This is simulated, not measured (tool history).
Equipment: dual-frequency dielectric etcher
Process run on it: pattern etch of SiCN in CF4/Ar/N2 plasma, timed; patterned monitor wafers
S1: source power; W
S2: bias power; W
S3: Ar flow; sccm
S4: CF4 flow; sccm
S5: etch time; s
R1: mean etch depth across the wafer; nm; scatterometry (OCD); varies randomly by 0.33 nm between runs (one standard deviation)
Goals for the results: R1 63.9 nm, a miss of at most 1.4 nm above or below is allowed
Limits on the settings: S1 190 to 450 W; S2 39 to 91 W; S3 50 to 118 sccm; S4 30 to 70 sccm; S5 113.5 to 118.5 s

| run | hour | S1 | S2 | S3 | S4 | S5 | R1 |
|---|---|---|---|---|---|---|---|
| 1 | 0 | 320 | 65 | 84 | 50 | 113.5 | 70.859 |
| 2 | 5.1 | 310 | 65 | 84 | 50 | 113.5 | 68.582 |
| 3 | 8.4 | 310 | 65 | 84 | 50 | 118.5 | 71.811 |
| 4 | 16.3 | 300 | 65 | 84 | 50 | 118.5 | 70.141 |
| 5 | 19.3 | 300 | 65 | 84 | 50 | 118.5 | 69.695 |
| 6 | 26.8 | 300 | 65 | 74 | 50 | 118.5 | 70.667 |
| 7 | 30 | 290 | 65 | 74 | 50 | 118.5 | 68.744 |
| 8 | 33.7 | 280 | 65 | 74 | 50 | 118.5 | 66.878 |
| 9 | 40.3 | 260 | 65 | 74 | 50 | 118.5 | 62.066 |

Pick the move, out of 4, that brings all results within their allowed miss; only one does.
| A | 46.9 | 280 | 61 | 79 | 58 | 115.5 | ? |
| B | 46.9 | 260 | 65 | 75 | 53 | 113.5 | ? |
| C | 46.9 | 280 | 68 | 68 | 47 | 115.5 | ? |
| D | 46.9 | 280 | 66 | 69 | 46 | 118.5 | ? |

| move | R1 |
|---|---|
| A | 64.725 |
| B | 60.734 |
| C | 66.467 |
| D | 66.6 |
A: in spec on every target
B: further off than the last run
C: carries the result that was furthest off beyond its target, to the other side
D: carries the result that was furthest off beyond its target, to the other side
Answer: A
